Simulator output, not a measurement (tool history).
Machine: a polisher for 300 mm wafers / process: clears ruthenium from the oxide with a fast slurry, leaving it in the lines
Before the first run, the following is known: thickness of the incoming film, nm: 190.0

| run | hour | flow of slurry (ml/min) | pressure of the wafer on the pad (psi) | speed of the pad under the wafer (cm/s) | abrasive content of the slurry | overpolish time after the end point (s) | time until the end point was called (s) | dishing of a wide line in a test structure (angstrom) |
|---|---|---|---|---|---|---|---|---|
| 1 | 0.0 | 255 | 2.4 | 90 | 1.00 | 12 | 84.603 | 239.45 |
| 2 | 3.1 | 255 | 2.4 | 90 | 1.20 | 12 | 79.222 | 273.14 |
| 3 | 10.4 | 255 | 2.4 | 112 | 1.20 | 12 | 63.672 | 320.02 |
| 4 | 13.4 | 255 | 2.1 | 112 | 1.20 | 12 | 72.826 | 288.70 |
| 5 | 19.7 | 255 | 1.9 | 112 | 1.20 | 12 | 80.232 | 264.66 |
| 6 | 28.2 | 255 | 1.9 | 112 | 1.05 | 12 | 84.656 | 248.47 |

What will run 7 give?
| 7 | 37.0 | 255 | 1.7 | 104 | 1.05 | 11 | ? | ? |

{"run 7": {"time until the end point was called (s)": 101.42, "dishing of a wide line in a test structure (angstrom)": 193.79}}
